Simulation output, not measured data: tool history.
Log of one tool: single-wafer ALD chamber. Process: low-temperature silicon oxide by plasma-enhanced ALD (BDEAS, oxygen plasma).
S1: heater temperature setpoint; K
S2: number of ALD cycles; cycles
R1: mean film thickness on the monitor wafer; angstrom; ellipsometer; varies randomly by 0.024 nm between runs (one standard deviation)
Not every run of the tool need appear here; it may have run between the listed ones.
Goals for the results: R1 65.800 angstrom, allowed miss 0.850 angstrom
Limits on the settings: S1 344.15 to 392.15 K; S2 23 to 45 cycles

run 1 hour=0.0 | S1=368.15 S2=34 | R1=50.492
run 2 hour=4.3 | S1=368.15 S2=31 | R1=46.235
run 3 hour=9.8 | S1=376.15 S2=31 | R1=45.057
run 4 hour=18.3 | S1=376.15 S2=34 | R1=49.203
run 5 hour=24.0 | S1=383.15 S2=34 | R1=48.500
run 6 hour=29.8 | S1=373.15 S2=34 | R1=50.051
run 7 hour=34.4 | S1=373.15 S2=34 | R1=50.022
run 8 hour=37.5 | S1=370.15 S2=35 | R1=51.813
run 9 hour=41.4 | S1=367.15 S2=36 | R1=54.098
run 10 hour=48.8 | S1=364.15 S2=37 | R1=56.221
run 11 hour=57.2 | S1=362.15 S2=38 | R1=58.209
run 12 hour=59.1 | S1=360.15 S2=38 | R1=58.105
run 13 hour=67.2 | S1=349.15 S2=42 | R1=67.770

Pick the move, out of 5, that brings all results within their allowed miss; only one does.
run A hour=75.3 | S1=344.15 S2=42 | R1=?
run B hour=75.3 | S1=349.15 S2=44 | R1=?
run C hour=75.3 | S1=344.15 S2=44 | R1=?
run D hour=75.3 | S1=354.15 S2=42 | R1=?
run E hour=75.3 | S1=361.15 S2=45 | R1=?

move=A R1=68.372
move=B R1=70.308
move=C R1=71.627
move=D R1=65.852
move=E R1=68.666
A: lands further from the targets than the last run did
B: lands further from the targets than the last run did
C: lands further from the targets than the last run did
D: hits every target within its allowed miss
E: lands further from the targets than the last run did
Move D is the one to make.
